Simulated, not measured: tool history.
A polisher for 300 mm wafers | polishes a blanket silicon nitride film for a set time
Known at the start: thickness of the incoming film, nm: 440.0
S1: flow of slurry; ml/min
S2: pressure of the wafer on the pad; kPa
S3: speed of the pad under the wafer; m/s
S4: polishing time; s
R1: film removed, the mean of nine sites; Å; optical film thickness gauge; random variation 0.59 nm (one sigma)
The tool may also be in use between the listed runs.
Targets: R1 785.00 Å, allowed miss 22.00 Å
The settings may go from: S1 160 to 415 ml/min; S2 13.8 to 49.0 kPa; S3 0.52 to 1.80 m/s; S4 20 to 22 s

{"run": 1, "hour": 0.0, "S1": 265, "S2": 31.0, "S3": 1.16, "S4": 22, "R1": 634.82}
{"run": 2, "hour": 2.9, "S1": 265, "S2": 26.2, "S3": 1.16, "S4": 22, "R1": 534.06}
{"run": 3, "hour": 6.7, "S1": 265, "S2": 26.2, "S3": 1.16, "S4": 22, "R1": 543.87}
{"run": 4, "hour": 10.6, "S1": 215, "S2": 26.2, "S3": 1.16, "S4": 22, "R1": 524.38}
{"run": 5, "hour": 19.1, "S1": 215, "S2": 26.2, "S3": 1.3, "S4": 22, "R1": 561.54}
{"run": 6, "hour": 26.8, "S1": 240, "S2": 29.0, "S3": 1.3, "S4": 22, "R1": 631.24}
{"run": 7, "hour": 33.8, "S1": 260, "S2": 30.3, "S3": 1.3, "S4": 22, "R1": 671.25}
{"run": 8, "hour": 34.4, "S1": 280, "S2": 31.7, "S3": 1.3, "S4": 22, "R1": 708.4}
{"run": 9, "hour": 37.7, "S1": 295, "S2": 32.4, "S3": 1.3, "S4": 22, "R1": 721.39}
{"run": 10, "hour": 45.8, "S1": 300, "S2": 33.1, "S3": 1.3, "S4": 22, "R1": 740.61}
{"run": 11, "hour": 48.9, "S1": 305, "S2": 33.8, "S3": 1.3, "S4": 22, "R1": 738.98}
{"hour": 55.1, "done": "slurry nozzle cleaned"}
{"run": 12, "hour": 55.1, "S1": 305, "S2": 35.9, "S3": 1.3, "S4": 22, "R1": 809.31}

4 next moves are on the table. One of them brings every result within its allowed miss. Which?
{"run": "A", "hour": 61.3, "S1": 305, "S2": 33.8, "S3": 1.52, "S4": 22, "R1": "?"}
{"run": "B", "hour": 61.3, "S1": 265, "S2": 40.0, "S3": 1.24, "S4": 22, "R1": "?"}
{"run": "C", "hour": 61.3, "S1": 315, "S2": 42.1, "S3": 1.1, "S4": 22, "R1": "?"}
{"run": "D", "hour": 61.3, "S1": 310, "S2": 30.3, "S3": 1.54, "S4": 22, "R1": "?"}

move=A R1=863.26
move=B R1=858.37
move=C R1=841.29
move=D R1=791.70
A: further off than the last run
B: further off than the last run
C: further off than the last run
D: meets every target
The right move is D.
